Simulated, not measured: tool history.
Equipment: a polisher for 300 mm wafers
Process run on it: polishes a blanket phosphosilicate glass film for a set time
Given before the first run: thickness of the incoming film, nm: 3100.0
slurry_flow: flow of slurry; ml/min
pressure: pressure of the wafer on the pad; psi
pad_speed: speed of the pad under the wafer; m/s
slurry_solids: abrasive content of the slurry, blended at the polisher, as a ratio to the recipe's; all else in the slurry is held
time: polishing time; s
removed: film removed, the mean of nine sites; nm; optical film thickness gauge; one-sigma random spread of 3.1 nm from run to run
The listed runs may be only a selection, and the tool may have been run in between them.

| run | hour | slurry_flow | pressure | pad_speed | slurry_solids | time | removed |
|---|---|---|---|---|---|---|---|
| 1 | 0.0 | 260 | 4.2 | 1.18 | 1.0 | 30 | 372.58 |
| 2 | 8.3 | 260 | 4.2 | 1.18 | 1.0 | 30 | 377.67 |
| 3 | 15.2 | 260 | 4.0 | 1.18 | 1.0 | 30 | 362.53 |
| 4 | 21.2 | 260 | 3.8 | 1.18 | 1.0 | 30 | 341.22 |
| 5 | 25.8 | 260 | 3.8 | 1.04 | 1.0 | 30 | 316.59 |
| 6 | 33.4 | 260 | 3.8 | 1.04 | 1.0 | 30 | 310.84 |
| 7 | 40.2 | 260 | 3.7 | 1.04 | 1.0 | 30 | 310.64 |
| 8 | 47.2 | 260 | 3.6 | 1.04 | 1.0 | 30 | 296.75 |

Forecast run 9:
| 9 | 48.8 | 260 | 3.5 | 1.04 | 1.0 | 30 | ? |

removed: 291.93 nm

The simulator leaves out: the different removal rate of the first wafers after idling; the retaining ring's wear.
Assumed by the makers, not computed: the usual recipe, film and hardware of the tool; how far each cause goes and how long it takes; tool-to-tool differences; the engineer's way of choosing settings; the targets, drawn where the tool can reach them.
